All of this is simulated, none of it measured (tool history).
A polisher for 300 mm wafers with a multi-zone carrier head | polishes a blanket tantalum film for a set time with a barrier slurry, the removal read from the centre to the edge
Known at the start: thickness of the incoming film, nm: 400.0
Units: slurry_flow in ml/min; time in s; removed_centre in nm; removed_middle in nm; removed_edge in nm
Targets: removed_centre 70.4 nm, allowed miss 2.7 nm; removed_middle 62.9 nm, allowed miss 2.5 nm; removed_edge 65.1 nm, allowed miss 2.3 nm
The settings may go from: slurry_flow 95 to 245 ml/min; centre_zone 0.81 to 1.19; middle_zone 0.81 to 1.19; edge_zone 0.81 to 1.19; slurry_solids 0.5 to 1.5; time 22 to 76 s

{"run": 1, "day": 0.0, "slurry_flow": 155, "centre_zone": 1, "middle_zone": 1, "edge_zone": 1, "slurry_solids": 1, "time": 49, "removed_centre": 74.135, "removed_middle": 75.811, "removed_edge": 74.693}
{"run": 2, "day": 0.071, "slurry_flow": 145, "centre_zone": 1.01, "middle_zone": 0.97, "edge_zone": 0.97, "slurry_solids": 0.95, "time": 49, "removed_centre": 71.277, "removed_middle": 70.102, "removed_edge": 70.956}
{"run": 3, "day": 0.362, "slurry_flow": 145, "centre_zone": 1.01, "middle_zone": 0.97, "edge_zone": 0.97, "slurry_solids": 0.95, "time": 37, "removed_centre": 55.732, "removed_middle": 54.371, "removed_edge": 54.412}
{"run": 4, "day": 0.617, "slurry_flow": 165, "centre_zone": 1.03, "middle_zone": 0.97, "edge_zone": 1.01, "slurry_solids": 0.95, "time": 37, "removed_centre": 58.624, "removed_middle": 54.391, "removed_edge": 56.443}
{"run": 5, "day": 0.846, "slurry_flow": 165, "centre_zone": 1.03, "middle_zone": 0.97, "edge_zone": 1.01, "slurry_solids": 0.75, "time": 37, "removed_centre": 50.828, "removed_middle": 47.543, "removed_edge": 49.381}
{"run": 6, "day": 1.142, "slurry_flow": 170, "centre_zone": 1.05, "middle_zone": 0.99, "edge_zone": 1.04, "slurry_solids": 0.85, "time": 37, "removed_centre": 55.642, "removed_middle": 52.447, "removed_edge": 54.28}
{"run": 7, "day": 1.192, "slurry_flow": 180, "centre_zone": 1.09, "middle_zone": 1.01, "edge_zone": 1.07, "slurry_solids": 0.9, "time": 37, "removed_centre": 60.848, "removed_middle": 56.277, "removed_edge": 57.375}
{"run": 8, "day": 1.538, "slurry_flow": 185, "centre_zone": 1.11, "middle_zone": 1.02, "edge_zone": 1.1, "slurry_solids": 0.9, "time": 37, "removed_centre": 61.351, "removed_middle": 56.21, "removed_edge": 57.76}
{"run": 9, "day": 1.821, "slurry_flow": 190, "centre_zone": 1.12, "middle_zone": 1.03, "edge_zone": 1.12, "slurry_solids": 0.95, "time": 37, "removed_centre": 65.744, "removed_middle": 58.034, "removed_edge": 60.502}
{"run": 10, "day": 2.112, "slurry_flow": 225, "centre_zone": 1.1, "middle_zone": 1.07, "edge_zone": 1.17, "slurry_solids": 0.95, "time": 37, "removed_centre": 64.787, "removed_middle": 61.418, "removed_edge": 63.536}
{"run": 11, "day": 2.392, "slurry_flow": 225, "centre_zone": 1.11, "middle_zone": 1.07, "edge_zone": 1.17, "slurry_solids": 0.95, "time": 37, "removed_centre": 66.427, "removed_middle": 62.417, "removed_edge": 62.327}
{"run": 12, "day": 2.479, "slurry_flow": 225, "centre_zone": 1.12, "middle_zone": 1.06, "edge_zone": 1.18, "slurry_solids": 0.95, "time": 37, "removed_centre": 67.147, "removed_middle": 61.134, "removed_edge": 62.691}

5 next moves are on the table. One of them brings every result within its allowed miss. Which?
{"run": "A", "day": 2.567, "slurry_flow": 245, "centre_zone": 1.08, "middle_zone": 1.04, "edge_zone": 1.12, "slurry_solids": 0.65, "time": 47, "removed_centre": "?", "removed_middle": "?", "removed_edge": "?"}
{"run": "B", "day": 2.567, "slurry_flow": 205, "centre_zone": 1.13, "middle_zone": 1.01, "edge_zone": 1.09, "slurry_solids": 1, "time": 39, "removed_centre": "?", "removed_middle": "?", "removed_edge": "?"}
{"run": "C", "day": 2.567, "slurry_flow": 245, "centre_zone": 1.19, "middle_zone": 1.15, "edge_zone": 1.1, "slurry_solids": 0.85, "time": 42, "removed_centre": "?", "removed_middle": "?", "removed_edge": "?"}
{"run": "D", "day": 2.567, "slurry_flow": 245, "centre_zone": 1.19, "middle_zone": 1.02, "edge_zone": 1.13, "slurry_solids": 0.85, "time": 41, "removed_centre": "?", "removed_middle": "?", "removed_edge": "?"}
{"run": "E", "day": 2.567, "slurry_flow": 245, "centre_zone": 1.05, "middle_zone": 1.19, "edge_zone": 1.05, "slurry_solids": 0.8, "time": 42, "removed_centre": "?", "removed_middle": "?", "removed_edge": "?"}

move=A removed_centre=65.247 removed_middle=60.077 removed_edge=61.361
move=B removed_centre=72.595 removed_middle=62.466 removed_edge=64.939
move=C removed_centre=78.168 removed_middle=71.05 removed_edge=65.919
move=D removed_centre=76.237 removed_middle=62.598 removed_edge=65.35
move=E removed_centre=66.506 removed_middle=70.662 removed_edge=62.103
A: further off than the last run
B: meets every target
C: takes the result that was furthest off past its target
D: takes the result that was furthest off past its target
E: further off than the last run
Move B is the one to make.
